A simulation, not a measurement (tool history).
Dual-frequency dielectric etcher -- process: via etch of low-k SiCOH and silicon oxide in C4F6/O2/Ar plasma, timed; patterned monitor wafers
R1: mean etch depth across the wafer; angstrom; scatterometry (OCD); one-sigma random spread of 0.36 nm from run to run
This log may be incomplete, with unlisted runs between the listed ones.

run 1 hour=0 | source_power_(W)=380 bias_power_(W)=156 etch_time_(s)=62 | R1=1644.2
run 2 hour=6 | source_power_(W)=360 bias_power_(W)=148 etch_time_(s)=61.5 | R1=1572.7
run 3 hour=11.5 | source_power_(W)=340 bias_power_(W)=142 etch_time_(s)=61 | R1=1502.8
run 4 hour=16.5 | source_power_(W)=340 bias_power_(W)=157 etch_time_(s)=61 | R1=1549.6
run 5 hour=21 | source_power_(W)=310 bias_power_(W)=157 etch_time_(s)=61 | R1=1478.8
run 6 hour=29.1 | source_power_(W)=240 bias_power_(W)=157 etch_time_(s)=61 | R1=1324.3
run 7 hour=32.4 | source_power_(W)=240 bias_power_(W)=156 etch_time_(s)=61 | R1=1329.2
run 8 hour=38.6 | source_power_(W)=240 bias_power_(W)=155 etch_time_(s)=61 | R1=1318.7

Run 9 comes next. What will it give?
run 9 hour=40.6 | source_power_(W)=240 bias_power_(W)=154 etch_time_(s)=61 | R1=?

R1: 1313.8 angstrom

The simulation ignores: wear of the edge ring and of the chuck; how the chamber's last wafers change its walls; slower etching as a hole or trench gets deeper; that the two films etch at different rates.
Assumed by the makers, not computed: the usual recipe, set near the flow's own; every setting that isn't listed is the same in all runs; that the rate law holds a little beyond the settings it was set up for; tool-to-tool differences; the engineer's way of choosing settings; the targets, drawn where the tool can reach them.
